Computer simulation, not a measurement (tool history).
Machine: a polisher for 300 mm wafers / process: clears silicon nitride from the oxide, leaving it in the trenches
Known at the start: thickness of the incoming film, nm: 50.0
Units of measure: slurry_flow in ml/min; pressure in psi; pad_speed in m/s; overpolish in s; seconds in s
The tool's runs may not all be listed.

run,hour,slurry_flow,pressure,pad_speed,overpolish,seconds
1,0.0,220,2.0,0.98,24,77.920
2,5.5,220,2.0,0.98,26,77.943
3,7.2,220,1.8,0.98,26,88.081
4,11.3,220,1.8,1.06,26,82.870
5,17.1,180,1.8,1.06,26,85.050
6,23.6,180,1.6,1.06,26,97.963
7,32.0,180,1.6,1.06,26,95.931
8,34.3,180,1.5,1.06,26,99.541

What does the tool deliver on the next run?
9,40.1,180,1.1,1.04,26,?

seconds: 139.970 s
